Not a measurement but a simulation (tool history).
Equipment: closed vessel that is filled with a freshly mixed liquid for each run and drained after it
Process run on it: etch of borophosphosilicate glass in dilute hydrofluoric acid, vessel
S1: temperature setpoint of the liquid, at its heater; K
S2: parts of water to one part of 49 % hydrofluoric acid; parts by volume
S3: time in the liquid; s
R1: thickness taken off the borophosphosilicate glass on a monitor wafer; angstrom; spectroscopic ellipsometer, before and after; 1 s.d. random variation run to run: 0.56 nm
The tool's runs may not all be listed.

run 1 hour=0.0 | S1=298.15 S2=200 S3=275 | R1=661.77
run 2 hour=4.9 | S1=298.15 S2=140 S3=275 | R1=1017.70
run 3 hour=10.5 | S1=299.65 S2=135 S3=275 | R1=1115.40
run 4 hour=15.6 | S1=297.15 S2=135 S3=275 | R1=1016.60
run 5 hour=19.0 | S1=297.15 S2=135 S3=275 | R1=1018.40
run 6 hour=27.4 | S1=299.15 S2=130 S3=275 | R1=1143.40
run 7 hour=30.9 | S1=303.15 S2=115 S3=275 | R1=1545.30
run 8 hour=39.4 | S1=303.65 S2=115 S3=275 | R1=1564.90

Forecast run 9:
run 9 hour=46.4 | S1=303.65 S2=115 S3=275 | R1=?

Run 9 produced R1 1562.70 angstrom.
